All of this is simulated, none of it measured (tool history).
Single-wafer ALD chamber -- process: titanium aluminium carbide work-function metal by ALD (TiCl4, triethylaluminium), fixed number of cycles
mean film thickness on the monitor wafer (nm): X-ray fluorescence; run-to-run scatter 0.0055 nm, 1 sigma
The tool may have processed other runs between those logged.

run,hour,heater temperature setpoint (°C),triethylaluminium pulse time (s),mean film thickness on the monitor wafer (nm)
1,0,290,12.28,1.9378
2,6,296,12.98,1.9987
3,6.9,296,9.98,1.9472
4,12.1,301,10.85,2.0086
5,14.3,304,11.3,2.0491
6,21,304,8.84,1.9425
7,25.1,304,8.84,1.9472
8,31.5,307,9.91,2.0368

Run 9 is up next; what results do you expect?
9,37.6,309,10.1,?

Run 9 yielded mean film thickness on the monitor wafer (nm) 2.0663.
